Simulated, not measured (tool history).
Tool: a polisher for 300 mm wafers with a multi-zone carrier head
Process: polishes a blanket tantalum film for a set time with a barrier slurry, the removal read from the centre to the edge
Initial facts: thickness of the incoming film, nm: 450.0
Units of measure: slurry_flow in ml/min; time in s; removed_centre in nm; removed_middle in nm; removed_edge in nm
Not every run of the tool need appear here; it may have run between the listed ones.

run    day  slurry_flow  centre_zone  middle_zone  edge_zone  slurry_solids  time  removed_centre  removed_middle  removed_edge
  1      0          250            1            1          1              1    34          43.648          44.569         44.74
  2  0.046          250         0.93            1          1              1    34          41.738          44.506        45.506
  3  0.229          250         0.93            1          1              1    29          35.204          38.003        38.609
  4  0.558          245         0.91         1.01       0.99           0.95    29          34.106          38.845        37.504
  5  0.596          240          0.9            1       0.98            0.9    29          33.754           37.79        37.227
  6  0.883          240          0.9            1       0.98           0.75    29          31.206          35.388        34.974
  7  1.238          240         0.89            1       0.97            0.7    29          30.938          34.769        34.655
  8  1.462          235         0.88         1.01       0.96            0.7    29          30.444          34.994         34.09
  9  1.621          230         0.87         1.02       0.95            0.7    29          29.948          35.116        33.797
 10  1.758          225         0.86         1.02       0.94            0.7    29          29.305           34.73         33.69
 11  1.862          225         0.86         1.02       0.94            0.7    29          28.945          34.298        33.684
 12  1.933          225         0.86         1.03       0.93            0.7    29          29.063          35.401        33.796

What does the tool deliver on the next run?
 13  2.067          225         0.86         1.03       0.92            0.7    29               ?               ?             ?

removed_centre: 29.574 nm
removed_middle: 35.465 nm
removed_edge: 33.494 nm
